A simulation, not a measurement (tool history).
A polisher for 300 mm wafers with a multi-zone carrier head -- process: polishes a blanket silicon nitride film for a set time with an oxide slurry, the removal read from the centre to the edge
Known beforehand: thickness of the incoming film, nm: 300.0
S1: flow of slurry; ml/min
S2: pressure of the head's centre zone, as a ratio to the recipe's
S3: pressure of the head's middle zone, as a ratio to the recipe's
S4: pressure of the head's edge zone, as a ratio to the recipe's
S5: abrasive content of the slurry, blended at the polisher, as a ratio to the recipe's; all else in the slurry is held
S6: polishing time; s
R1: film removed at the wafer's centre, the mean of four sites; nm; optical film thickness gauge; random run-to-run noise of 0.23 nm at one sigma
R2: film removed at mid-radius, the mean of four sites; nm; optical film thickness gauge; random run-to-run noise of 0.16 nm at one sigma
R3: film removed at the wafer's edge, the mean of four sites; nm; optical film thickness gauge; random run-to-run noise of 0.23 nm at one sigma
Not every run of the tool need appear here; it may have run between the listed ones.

| run | day | S1 | S2 | S3 | S4 | S5 | S6 | R1 | R2 | R3 |
|---|---|---|---|---|---|---|---|---|---|---|
| 1 | 0.000 | 215 | 1.00 | 1.00 | 1.00 | 1.00 | 82 | 33.434 | 32.529 | 32.595 |
| 2 | 0.350 | 190 | 1.00 | 1.00 | 1.00 | 1.00 | 82 | 33.428 | 31.790 | 32.233 |
| 3 | 0.442 | 190 | 1.00 | 1.00 | 1.00 | 1.10 | 82 | 33.678 | 33.887 | 34.371 |
| 4 | 0.562 | 185 | 0.96 | 1.01 | 1.01 | 1.00 | 80 | 31.631 | 31.556 | 31.286 |
| 5 | 0.608 | 210 | 0.93 | 1.01 | 1.05 | 0.95 | 75 | 28.289 | 29.203 | 29.754 |
| 6 | 0.933 | 220 | 0.91 | 1.01 | 1.05 | 0.85 | 73 | 25.775 | 26.898 | 27.172 |
| 7 | 1.262 | 220 | 0.89 | 1.00 | 1.03 | 0.80 | 73 | 24.301 | 25.554 | 26.126 |

What will run 8 give?
| 8 | 1.533 | 180 | 0.83 | 0.95 | 0.93 | 0.75 | 73 | ? | ? | ? |

{"run 8": {"R1": 21.601, "R2": 23.21, "R3": 23.702}}
